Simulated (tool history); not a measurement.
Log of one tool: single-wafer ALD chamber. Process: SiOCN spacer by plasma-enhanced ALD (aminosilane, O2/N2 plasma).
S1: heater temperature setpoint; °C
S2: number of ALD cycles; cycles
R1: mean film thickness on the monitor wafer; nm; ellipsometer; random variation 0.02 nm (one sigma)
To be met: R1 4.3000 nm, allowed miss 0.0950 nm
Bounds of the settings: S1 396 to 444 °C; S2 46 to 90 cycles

Run 1, hour 0.0: S1 420 °C, S2 68 cycles. Result: R1 3.7342 nm.
Run 2, hour 6.1: S1 410 °C, S2 68 cycles. Result: R1 3.8283 nm.
Run 3, hour 12.1: S1 409 °C, S2 70 cycles. Result: R1 3.9768 nm.
Run 4, hour 17.3: S1 408 °C, S2 71 cycles. Result: R1 4.0459 nm.
Run 5, hour 20.5: S1 417 °C, S2 71 cycles. Result: R1 3.9375 nm.
Run 6, hour 28.0: S1 409 °C, S2 71 cycles. Result: R1 4.0217 nm.
Run 7, hour 30.0: S1 408 °C, S2 72 cycles. Result: R1 4.0951 nm.
Run 8, hour 37.4: S1 407 °C, S2 73 cycles. Result: R1 4.1548 nm.

4 next moves are on the table. One of them brings every result within its allowed miss. Which?
Run A, hour 44.8: S1 403 °C, S2 70 cycles. Result: R1 ?.
Run B, hour 44.8: S1 406 °C, S2 71 cycles. Result: R1 ?.
Run C, hour 44.8: S1 415 °C, S2 72 cycles. Result: R1 ?.
Run D, hour 44.8: S1 410 °C, S2 76 cycles. Result: R1 ?.

move      R1
   A  4.0337
   B  4.0581
   C  4.0144
   D  4.2966
A: further off than the last run
B: further off than the last run
C: further off than the last run
D: meets every target
Answer: D

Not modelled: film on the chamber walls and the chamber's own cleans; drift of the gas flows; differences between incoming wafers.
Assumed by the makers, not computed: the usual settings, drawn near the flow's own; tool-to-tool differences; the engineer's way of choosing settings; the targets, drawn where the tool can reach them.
